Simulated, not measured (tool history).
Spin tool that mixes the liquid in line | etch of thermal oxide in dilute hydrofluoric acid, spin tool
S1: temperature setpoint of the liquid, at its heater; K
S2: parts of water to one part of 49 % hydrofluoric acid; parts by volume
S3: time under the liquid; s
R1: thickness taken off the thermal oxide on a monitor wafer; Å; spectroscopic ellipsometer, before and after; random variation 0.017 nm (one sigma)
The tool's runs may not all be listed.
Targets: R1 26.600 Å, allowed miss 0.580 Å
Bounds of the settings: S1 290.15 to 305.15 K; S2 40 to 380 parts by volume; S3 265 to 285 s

Run 1, hour 0.0: S1 297.15 K, S2 210 parts by volume, S3 265 s. Result: R1 52.790 Å.
Run 2, hour 7.1: S1 294.15 K, S2 210 parts by volume, S3 265 s. Result: R1 47.783 Å.
Run 3, hour 13.1: S1 294.15 K, S2 210 parts by volume, S3 265 s. Result: R1 47.757 Å.
Run 4, hour 20.7: S1 294.15 K, S2 260 parts by volume, S3 265 s. Result: R1 36.619 Å.
Run 5, hour 28.1: S1 294.15 K, S2 260 parts by volume, S3 265 s. Result: R1 36.492 Å.
Run 6, hour 36.4: S1 292.65 K, S2 270 parts by volume, S3 265 s. Result: R1 32.885 Å.
Run 7, hour 37.3: S1 291.65 K, S2 280 parts by volume, S3 265 s. Result: R1 30.593 Å.
Run 8, hour 40.9: S1 291.15 K, S2 285 parts by volume, S3 265 s. Result: R1 28.916 Å.
Run 9, hour 43.3: S1 290.65 K, S2 290 parts by volume, S3 265 s. Result: R1 27.947 Å.

Which of these 4 next moves meets every target?
Run A, hour 45.7: S1 290.15 K, S2 315 parts by volume, S3 285 s. Result: R1 ?.
Run B, hour 45.7: S1 290.15 K, S2 305 parts by volume, S3 285 s. Result: R1 ?.
Run C, hour 45.7: S1 291.15 K, S2 285 parts by volume, S3 270 s. Result: R1 ?.
Run D, hour 45.7: S1 292.65 K, S2 300 parts by volume, S3 270 s. Result: R1 ?.

move      R1
   A  26.669
   B  27.772
   C  29.740
   D  29.487
A: meets every target
B: nearer than the last run, and not there yet
C: further off than the last run
D: further off than the last run
The right move is A.

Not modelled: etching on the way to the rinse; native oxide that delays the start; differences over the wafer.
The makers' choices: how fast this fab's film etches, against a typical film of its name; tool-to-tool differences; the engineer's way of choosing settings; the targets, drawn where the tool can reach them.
